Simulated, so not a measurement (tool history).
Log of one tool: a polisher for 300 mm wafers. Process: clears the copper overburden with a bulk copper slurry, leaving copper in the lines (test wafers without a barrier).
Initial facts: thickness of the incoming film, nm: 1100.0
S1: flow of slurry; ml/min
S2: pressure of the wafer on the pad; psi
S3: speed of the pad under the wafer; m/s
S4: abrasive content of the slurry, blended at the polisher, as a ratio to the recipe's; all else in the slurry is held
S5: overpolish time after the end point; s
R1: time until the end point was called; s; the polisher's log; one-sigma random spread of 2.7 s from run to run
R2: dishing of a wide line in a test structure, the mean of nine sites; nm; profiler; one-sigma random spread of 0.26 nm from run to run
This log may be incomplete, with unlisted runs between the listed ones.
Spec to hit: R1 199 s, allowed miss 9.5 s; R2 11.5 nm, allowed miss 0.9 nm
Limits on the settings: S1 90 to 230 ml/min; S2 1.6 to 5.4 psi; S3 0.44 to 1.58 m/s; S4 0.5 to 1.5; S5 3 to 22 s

run,day,S1,S2,S3,S4,S5,R1,R2
1,0,150,3.5,1,1,11,74.875,53.207
2,0.062,170,3.5,1,1,11,72.975,53.128
3,0.254,170,3.5,1,1,14,74.305,56.677
4,0.279,170,3,1,1,14,85.476,55.244
# day 0.475: head pressure recalibrated
5,0.475,180,2.7,0.88,0.9,12,116.9,45.07
6,0.804,190,2.8,0.8,0.8,10,124.62,41.863
7,1.046,200,2.6,0.74,0.9,9,143.9,34.843
8,1.171,205,2.5,0.68,1,8,155.26,31.403
9,1.312,210,2.4,0.64,1.1,7,168.89,27.411
10,1.533,215,2.2,0.64,1.2,6,180.56,23.027
11,1.571,220,2.1,0.66,1.25,5,181.99,19.499

5 next moves are on the table. One of them brings every result within its allowed miss. Which?
A,1.608,195,3.1,0.44,1.1,22,?,?
B,1.608,230,1.6,0.74,1.5,3,?,?
C,1.608,225,2.4,0.6,1.45,6,?,?
D,1.608,205,3.1,0.52,0.85,16,?,?
E,1.608,165,2.2,0.6,0.9,17,?,?

move,R1,R2
A,185.98,48.053
B,198.29,11.131
C,166.43,23.22
D,165.23,44.038
E,203.21,39.88
A: further off than the last run
B: every result within its allowed miss
C: further off than the last run
D: further off than the last run
E: further off than the last run
Go with B: it meets all targets.
